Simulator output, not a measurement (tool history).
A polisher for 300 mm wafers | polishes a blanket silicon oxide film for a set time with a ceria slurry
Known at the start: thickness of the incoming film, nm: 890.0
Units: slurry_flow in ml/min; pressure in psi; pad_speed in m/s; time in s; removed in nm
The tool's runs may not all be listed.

run  hour  slurry_flow  pressure  pad_speed  time  removed
  1     0          295       3.1        1.3    49   291.03
  2   1.2          255       3.1        1.3    49   285.04
  3   1.9          255       3.1        1.3    49   286.06
  4   8.8          255       2.8        1.3    49   260.14
  5  17.3          255       2.8       1.12    49   227.26
  6  19.1          195       2.8       1.12    49   218.31

Forecast run 7:
  7  22.4          225       3.5       1.14    49        ?

{"run 7": {"removed": 278.14}}
